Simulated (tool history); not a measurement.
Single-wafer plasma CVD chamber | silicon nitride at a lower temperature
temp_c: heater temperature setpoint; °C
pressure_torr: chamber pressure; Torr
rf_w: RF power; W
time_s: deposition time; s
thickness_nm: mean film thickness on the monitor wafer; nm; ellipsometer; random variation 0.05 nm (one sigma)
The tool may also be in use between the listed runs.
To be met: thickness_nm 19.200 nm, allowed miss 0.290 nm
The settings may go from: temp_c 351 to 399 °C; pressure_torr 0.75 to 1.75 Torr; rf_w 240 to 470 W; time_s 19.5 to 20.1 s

run	hour	temp_c	pressure_torr	rf_w	time_s	thickness_nm
1	0.0	375	1.25	355	19.5	23.595
2	2.3	375	1.39	355	19.5	24.617
3	3.3	375	1.39	320	19.5	23.084
4	8.8	375	1.33	320	19.5	22.732
5	13.4	375	1.41	320	19.5	23.188
6	17.5	375	1.41	280	19.5	21.219
7	20.2	375	1.37	280	19.5	20.983
8	20.7	375	1.34	280	19.5	20.832
9	26.5	375	1.31	280	19.5	20.653
10	28.9	375	1.28	280	19.5	20.534
11	29.5	375	1.26	280	19.5	20.461
12	37.6	375	1.24	280	19.5	20.320
13	44.4	375	1.22	280	19.5	20.212
14	51.0	375	1.20	280	19.5	20.075
15	54.8	375	1.18	280	19.5	19.953
16	57.2	375	1.17	280	19.5	19.896
17	60.5	375	1.16	280	19.5	19.767
18	68.0	375	1.15	280	19.5	19.781
19	74.2	375	1.14	280	19.5	19.741
20	81.7	375	1.13	280	19.5	19.588

4 next moves are on the table. One of them brings every result within its allowed miss. Which?
A	89.2	374	1.01	300	20.1	?
B	89.2	386	1.11	275	20.1	?
C	89.2	366	0.98	285	19.8	?
D	89.2	375	1.17	290	19.5	?

move	thickness_nm
A	20.272
B	19.784
C	19.120
D	20.403
A: further off than the last run
B: further off than the last run
C: meets every target
D: further off than the last run
Move C is the one to make.
